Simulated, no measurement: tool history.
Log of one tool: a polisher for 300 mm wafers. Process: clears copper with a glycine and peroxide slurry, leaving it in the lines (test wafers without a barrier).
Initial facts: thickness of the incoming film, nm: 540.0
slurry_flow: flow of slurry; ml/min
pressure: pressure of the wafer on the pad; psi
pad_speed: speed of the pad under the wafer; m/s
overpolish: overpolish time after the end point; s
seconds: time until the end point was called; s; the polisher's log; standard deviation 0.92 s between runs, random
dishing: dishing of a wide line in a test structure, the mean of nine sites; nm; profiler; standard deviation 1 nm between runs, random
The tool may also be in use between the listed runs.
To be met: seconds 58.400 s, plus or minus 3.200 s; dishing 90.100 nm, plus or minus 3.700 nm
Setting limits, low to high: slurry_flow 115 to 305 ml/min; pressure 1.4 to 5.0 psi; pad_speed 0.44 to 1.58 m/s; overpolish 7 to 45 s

run  hour  slurry_flow  pressure  pad_speed  overpolish  seconds  dishing
  1   0.0          195       3.2       1.00          23  109.190   67.304
  2   4.1          200       3.7       1.04          22   89.142   73.828
  3   7.0          200       3.0       1.04          22  109.780   64.558
  4   7.9          200       3.0       1.04          31  110.240   81.227
  5  10.2          245       3.0       1.04          31  106.450   83.711
  6  18.8          245       3.0       1.22          31   94.328   86.895
  7  19.4          245       3.0       1.22          31   92.621   89.729
  8  27.5          245       3.3       1.24          28   83.498   88.815
  9  34.1          250       4.2       1.32          18   65.058   80.946

Next run, 4 choices. One meets every target within its allowed miss, the rest don't. Which?
  A  40.7          185       4.7       1.38          20        ?        ?
  B  40.7          305       4.5       1.58          17        ?        ?
  C  40.7          265       4.2       1.10          19        ?        ?
  D  40.7          285       4.3       1.58          15        ?        ?

move  seconds  dishing
   A   59.088   90.482
   B   51.055   89.069
   C   76.335   75.982
   D   53.519   80.756
A: all results in spec
B: the worst result of the last run now meets its target, but another is out of spec
C: lands further from the targets than the last run did
D: just as far off the targets as the last run
Correct choice: A, which meets every target
